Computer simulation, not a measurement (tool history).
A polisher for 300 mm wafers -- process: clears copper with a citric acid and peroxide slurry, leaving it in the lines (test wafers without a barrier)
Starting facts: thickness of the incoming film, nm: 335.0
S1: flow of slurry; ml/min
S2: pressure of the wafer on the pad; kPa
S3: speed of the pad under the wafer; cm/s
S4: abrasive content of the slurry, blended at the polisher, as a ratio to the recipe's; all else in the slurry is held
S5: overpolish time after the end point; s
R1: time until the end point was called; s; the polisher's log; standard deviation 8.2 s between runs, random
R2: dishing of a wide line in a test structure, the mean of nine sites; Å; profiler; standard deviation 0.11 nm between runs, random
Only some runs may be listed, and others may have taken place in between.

run 1 hour=0.0 | S1=230 S2=17.2 S3=116 S4=1.00 S5=23 | R1=164.60 R2=202.26
run 2 hour=5.9 | S1=230 S2=17.2 S3=116 S4=1.15 S5=23 | R1=160.57 R2=209.17
run 3 hour=13.0 | S1=180 S2=17.2 S3=116 S4=1.15 S5=23 | R1=157.32 R2=201.78
run 4 hour=14.0 | S1=170 S2=15.9 S3=106 S4=1.05 S5=20 | R1=197.93 R2=167.70
run 5 hour=14.8 | S1=195 S2=15.9 S3=106 S4=1.05 S5=20 | R1=189.50 R2=168.25
run 6 hour=17.7 | S1=195 S2=15.9 S3=130 S4=1.05 S5=20 | R1=158.74 R2=188.36
run 7 hour=25.9 | S1=185 S2=14.5 S3=118 S4=0.95 S5=18 | R1=192.57 R2=159.13

Run 8 has not been measured yet. What should we expect?
run 8 hour=31.2 | S1=175 S2=13.1 S3=110 S4=0.90 S5=16 | R1=? R2=?

{"run 8": {"R1": 223.03, "R2": 132.16}}
